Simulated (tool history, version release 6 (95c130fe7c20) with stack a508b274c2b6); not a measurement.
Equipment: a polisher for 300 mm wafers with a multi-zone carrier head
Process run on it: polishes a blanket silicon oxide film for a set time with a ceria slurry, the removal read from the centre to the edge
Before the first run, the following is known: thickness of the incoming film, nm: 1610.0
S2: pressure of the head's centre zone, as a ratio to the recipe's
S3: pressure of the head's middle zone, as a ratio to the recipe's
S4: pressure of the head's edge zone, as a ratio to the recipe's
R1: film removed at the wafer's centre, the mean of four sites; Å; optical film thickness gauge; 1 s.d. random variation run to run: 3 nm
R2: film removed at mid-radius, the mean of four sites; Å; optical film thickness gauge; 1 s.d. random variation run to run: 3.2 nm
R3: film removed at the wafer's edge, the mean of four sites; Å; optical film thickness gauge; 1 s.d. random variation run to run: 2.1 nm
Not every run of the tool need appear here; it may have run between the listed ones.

Run 1, hour 0: flow of slurry (ml/min) 245, S2 1, S3 1, S4 1, polishing time (s) 76. Result: R1 1991.2 Å, R2 1938.5 Å, R3 2077.4 Å.
Run 2, hour 0.8: flow of slurry (ml/min) 255, S2 0.99, S3 1.04, S4 1.05, polishing time (s) 80. Result: R1 2068.8 Å, R2 2142.7 Å, R3 2226.5 Å.
Run 3, hour 8: flow of slurry (ml/min) 255, S2 0.99, S3 1.09, S4 1.05, polishing time (s) 80. Result: R1 2100 Å, R2 2257.1 Å, R3 2264.7 Å.
Run 4, hour 13.9: flow of slurry (ml/min) 255, S2 1.02, S3 1.09, S4 1.05, polishing time (s) 80. Result: R1 2133.7 Å, R2 2229.5 Å, R3 2270.9 Å.
Run 5, hour 19.5: flow of slurry (ml/min) 255, S2 0.96, S3 1.09, S4 1.05, polishing time (s) 80. Result: R1 2007.9 Å, R2 2258.5 Å, R3 2238 Å.
Run 6, hour 21.8: flow of slurry (ml/min) 255, S2 0.96, S3 1.09, S4 1.05, polishing time (s) 64. Result: R1 1626.9 Å, R2 1788.5 Å, R3 1800.5 Å.
Run 7, hour 29.4: flow of slurry (ml/min) 255, S2 0.97, S3 1.1, S4 1.08, polishing time (s) 72. Result: R1 1824.5 Å, R2 2039.1 Å, R3 2061.8 Å.
Run 8, hour 33.9: flow of slurry (ml/min) 260, S2 0.99, S3 1.12, S4 1.11, polishing time (s) 76. Result: R1 2025.7 Å, R2 2175.7 Å, R3 2206.2 Å.

What will run 9 give?
Run 9, hour 42.1: flow of slurry (ml/min) 260, S2 0.98, S3 1.13, S4 1.13, polishing time (s) 80. Result: R1 ?, R2 ?, R3 ?.

{"run 9": {"R1": 2080.9, "R2": 2319.5, "R3": 2334.2}}

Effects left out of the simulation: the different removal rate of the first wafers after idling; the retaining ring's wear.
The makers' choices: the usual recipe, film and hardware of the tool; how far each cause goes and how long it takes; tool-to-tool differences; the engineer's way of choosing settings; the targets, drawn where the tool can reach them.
